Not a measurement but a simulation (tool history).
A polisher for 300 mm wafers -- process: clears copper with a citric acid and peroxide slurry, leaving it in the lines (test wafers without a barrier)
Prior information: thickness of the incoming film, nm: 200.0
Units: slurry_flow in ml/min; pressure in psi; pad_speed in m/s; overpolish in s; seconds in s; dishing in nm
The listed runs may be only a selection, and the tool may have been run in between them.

Run 1, day 0.000: slurry_flow 260 ml/min, pressure 3.8 psi, pad_speed 0.88 m/s, slurry_solids 1.0, overpolish 13 s. Result: seconds 80.639 s, dishing 19.247 nm.
Run 2, day 0.333: slurry_flow 260 ml/min, pressure 3.1 psi, pad_speed 0.88 m/s, slurry_solids 1.0, overpolish 13 s. Result: seconds 89.640 s, dishing 18.349 nm.
Run 3, day 0.475: slurry_flow 260 ml/min, pressure 3.7 psi, pad_speed 0.90 m/s, slurry_solids 1.0, overpolish 14 s. Result: seconds 78.556 s, dishing 20.733 nm.
Run 4, day 0.842: slurry_flow 260 ml/min, pressure 4.1 psi, pad_speed 0.90 m/s, slurry_solids 1.0, overpolish 14 s. Result: seconds 75.330 s, dishing 21.503 nm.
Run 5, day 0.996: slurry_flow 260 ml/min, pressure 4.1 psi, pad_speed 0.70 m/s, slurry_solids 1.0, overpolish 14 s. Result: seconds 91.612 s, dishing 18.301 nm.
Run 6, day 1.292: slurry_flow 260 ml/min, pressure 4.6 psi, pad_speed 0.76 m/s, slurry_solids 1.0, overpolish 15 s. Result: seconds 82.279 s, dishing 21.443 nm.

Run 7, settings as shown, results not yet in. Your forecast:
Run 7, day 1.383: slurry_flow 260 ml/min, pressure 5.0 psi, pad_speed 0.80 m/s, slurry_solids 1.0, overpolish 15 s. Result: seconds ?, dishing ?.

{"run 7": {"seconds": 73.08, "dishing": 23.176}}

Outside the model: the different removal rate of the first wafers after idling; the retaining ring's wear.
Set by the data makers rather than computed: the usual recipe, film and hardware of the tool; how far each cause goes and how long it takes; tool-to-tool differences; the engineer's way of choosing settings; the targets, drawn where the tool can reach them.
